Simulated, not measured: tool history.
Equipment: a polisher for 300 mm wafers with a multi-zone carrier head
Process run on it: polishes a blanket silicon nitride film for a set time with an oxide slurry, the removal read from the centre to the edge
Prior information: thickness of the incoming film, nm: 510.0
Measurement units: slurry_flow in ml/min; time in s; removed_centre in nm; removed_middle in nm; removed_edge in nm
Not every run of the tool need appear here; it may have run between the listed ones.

Run 1, hour 0.0: slurry_flow 230 ml/min, centre_zone 1.00, middle_zone 1.00, edge_zone 1.00, slurry_solids 1.00, time 44 s. Result: removed_centre 36.993 nm, removed_middle 35.732 nm, removed_edge 34.438 nm.
Run 2, hour 5.0: slurry_flow 230 ml/min, centre_zone 1.00, middle_zone 1.06, edge_zone 1.00, slurry_solids 1.00, time 44 s. Result: removed_centre 36.246 nm, removed_middle 38.009 nm, removed_edge 34.401 nm.
Run 3, hour 6.9: slurry_flow 230 ml/min, centre_zone 1.00, middle_zone 1.06, edge_zone 1.00, slurry_solids 0.85, time 44 s. Result: removed_centre 34.422 nm, removed_middle 34.340 nm, removed_edge 32.293 nm.
Run 4, hour 10.2: slurry_flow 230 ml/min, centre_zone 1.00, middle_zone 1.10, edge_zone 1.00, slurry_solids 0.85, time 44 s. Result: removed_centre 35.252 nm, removed_middle 36.614 nm, removed_edge 32.084 nm.
Run 5, hour 15.2: slurry_flow 230 ml/min, centre_zone 1.00, middle_zone 1.10, edge_zone 0.92, slurry_solids 0.85, time 44 s. Result: removed_centre 34.064 nm, removed_middle 35.757 nm, removed_edge 30.995 nm.
Run 6, hour 21.2: slurry_flow 230 ml/min, centre_zone 0.99, middle_zone 1.08, edge_zone 0.95, slurry_solids 0.95, time 44 s. Result: removed_centre 35.934 nm, removed_middle 37.749 nm, removed_edge 33.582 nm.
Run 7, hour 29.9: slurry_flow 265 ml/min, centre_zone 1.00, middle_zone 1.08, edge_zone 1.05, slurry_solids 1.15, time 44 s. Result: removed_centre 39.383 nm, removed_middle 41.231 nm, removed_edge 37.770 nm.
Run 8, hour 33.1: slurry_flow 265 ml/min, centre_zone 1.00, middle_zone 1.07, edge_zone 1.06, slurry_solids 1.20, time 44 s. Result: removed_centre 40.018 nm, removed_middle 42.654 nm, removed_edge 38.458 nm.
Run 9, hour 39.9: slurry_flow 265 ml/min, centre_zone 1.00, middle_zone 1.06, edge_zone 1.07, slurry_solids 1.25, time 44 s. Result: removed_centre 40.226 nm, removed_middle 41.070 nm, removed_edge 39.272 nm.
Run 10, hour 42.4: slurry_flow 270 ml/min, centre_zone 1.00, middle_zone 1.06, edge_zone 1.08, slurry_solids 1.25, time 44 s. Result: removed_centre 40.549 nm, removed_middle 42.625 nm, removed_edge 39.965 nm.
Run 11, hour 49.4: slurry_flow 275 ml/min, centre_zone 1.00, middle_zone 1.06, edge_zone 1.09, slurry_solids 1.25, time 44 s. Result: removed_centre 41.591 nm, removed_middle 42.006 nm, removed_edge 39.799 nm.
At hour 53.2: edge zone pressure recalibrated.
Run 12, hour 53.2: slurry_flow 275 ml/min, centre_zone 0.99, middle_zone 1.06, edge_zone 1.10, slurry_solids 1.25, time 44 s. Result: removed_centre 41.135 nm, removed_middle 42.145 nm, removed_edge 41.216 nm.

Run 13, settings as shown, results not yet in. Your forecast:
Run 13, hour 55.2: slurry_flow 280 ml/min, centre_zone 0.99, middle_zone 1.06, edge_zone 1.10, slurry_solids 1.25, time 44 s. Result: removed_centre ?, removed_middle ?, removed_edge ?.

Logged for run 13: removed_centre 40.655 nm, removed_middle 42.168 nm, removed_edge 41.043 nm.
